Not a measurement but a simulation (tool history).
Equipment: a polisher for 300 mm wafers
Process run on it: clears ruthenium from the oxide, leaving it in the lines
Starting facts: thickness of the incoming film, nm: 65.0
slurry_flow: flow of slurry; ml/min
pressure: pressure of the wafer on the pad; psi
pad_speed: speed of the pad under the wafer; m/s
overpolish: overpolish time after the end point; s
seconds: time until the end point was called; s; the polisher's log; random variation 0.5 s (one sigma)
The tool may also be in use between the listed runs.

run    day  slurry_flow  pressure  pad_speed  overpolish  seconds
  1  0.000          140       1.5       0.98          47   85.802
  2  0.179          140       1.3       0.98          47   95.090
  3  0.283          145       1.6       1.00          47   78.053
  4  0.354          150       1.8       1.00          47   70.353
  5  0.417          125       1.8       1.00          47   71.362
  6  0.733          125       1.9       1.02          47   67.258
  7  0.804          125       1.9       1.02          47   67.354

Run 8 has not been measured yet. What should we expect?
  8  1.088          130       2.0       1.04          47        ?

seconds: 62.224 s

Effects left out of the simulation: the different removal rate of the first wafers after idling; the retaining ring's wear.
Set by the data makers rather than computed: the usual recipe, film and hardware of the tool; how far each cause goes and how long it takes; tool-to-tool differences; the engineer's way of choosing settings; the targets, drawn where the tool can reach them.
